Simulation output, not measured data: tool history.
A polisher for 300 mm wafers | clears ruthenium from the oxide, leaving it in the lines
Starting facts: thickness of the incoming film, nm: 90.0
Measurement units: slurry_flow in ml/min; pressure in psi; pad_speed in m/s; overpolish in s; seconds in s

| run | hour | slurry_flow | pressure | pad_speed | overpolish | seconds |
|---|---|---|---|---|---|---|
| 1 | 0 | 255 | 1.3 | 1.16 | 9 | 114.7 |
| 2 | 2.7 | 255 | 1.2 | 1.16 | 9 | 125.77 |
| 3 | 5.7 | 255 | 1.1 | 1.16 | 9 | 135.15 |
| 4 | 13.5 | 255 | 1.4 | 1.16 | 9 | 105.66 |
| 5 | 15.1 | 255 | 1.6 | 1.16 | 9 | 93.982 |
| 6 | 17.9 | 255 | 1.5 | 1.14 | 9 | 101.08 |
| 7 | 25.1 | 255 | 1.4 | 1.14 | 9 | 109.62 |
| 8 | 30.5 | 255 | 1.3 | 1.14 | 9 | 118.14 |
| 9 | 31.6 | 255 | 1.2 | 1.14 | 9 | 130.2 |
| 10 | 33.8 | 255 | 1.1 | 1.14 | 9 | 140.32 |
| 11 | 42.1 | 255 | 1 | 1.14 | 9 | 151.59 |
| 12 | 47.9 | 255 | 0.8 | 1.14 | 9 | 191.7 |
| 13 | 56.3 | 255 | 0.8 | 1.14 | 9 | 183.36 |
| 14 | 58.2 | 255 | 0.7 | 1.14 | 9 | 217.53 |
| 15 | 60.3 | 255 | 0.8 | 1.14 | 9 | 189.42 |

Run 16 has not been measured yet. What should we expect?
| 16 | 68.8 | 255 | 0.7 | 1.14 | 9 | ? |

Run 16 measured seconds 218.8 s.
